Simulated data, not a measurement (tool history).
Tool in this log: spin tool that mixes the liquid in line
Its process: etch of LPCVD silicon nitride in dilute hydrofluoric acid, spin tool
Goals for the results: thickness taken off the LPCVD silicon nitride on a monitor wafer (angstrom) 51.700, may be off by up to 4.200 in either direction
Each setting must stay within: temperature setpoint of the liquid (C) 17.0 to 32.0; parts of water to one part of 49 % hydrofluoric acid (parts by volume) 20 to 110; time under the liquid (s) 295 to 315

| run | day | temperature setpoint of the liquid (C) | parts of water to one part of 49 % hydrofluoric acid (parts by volume) | time under the liquid (s) | thickness taken off the LPCVD silicon nitride on a monitor wafer (angstrom) |
|---|---|---|---|---|---|
| 1 | 0.000 | 24.0 | 60 | 295 | 28.332 |
| 2 | 0.125 | 24.0 | 45 | 295 | 36.546 |
| 3 | 0.392 | 24.0 | 55 | 295 | 30.018 |
| 4 | 0.662 | 24.0 | 70 | 295 | 23.065 |
| 5 | 0.971 | 24.0 | 70 | 315 | 25.607 |
| 6 | 1.342 | 24.0 | 70 | 295 | 24.540 |
| 7 | 1.367 | 24.5 | 70 | 295 | 26.446 |
| 8 | 1.412 | 24.5 | 70 | 295 | 24.909 |
| 9 | 1.621 | 25.0 | 70 | 295 | 26.586 |
| 10 | 1.929 | 29.0 | 55 | 300 | 43.261 |
| 11 | 2.017 | 30.0 | 55 | 300 | 47.373 |

Which of these 5 next moves meets every target?
| A | 2.104 | 32.0 | 70 | 295 | ? |
| B | 2.104 | 29.5 | 55 | 295 | ? |
| C | 2.104 | 32.0 | 60 | 310 | ? |
| D | 2.104 | 28.0 | 50 | 295 | ? |
| E | 2.104 | 29.5 | 65 | 315 | ? |

| move | thickness taken off the LPCVD silicon nitride on a monitor wafer (angstrom) |
|---|---|
| A | 40.478 |
| B | 43.851 |
| C | 49.612 |
| D | 43.681 |
| E | 39.681 |
A: the biggest miss grows against the last run
B: the biggest miss grows against the last run
C: every result lands within tolerance
D: the biggest miss grows against the last run
E: the biggest miss grows against the last run
Correct choice: C, which meets every target
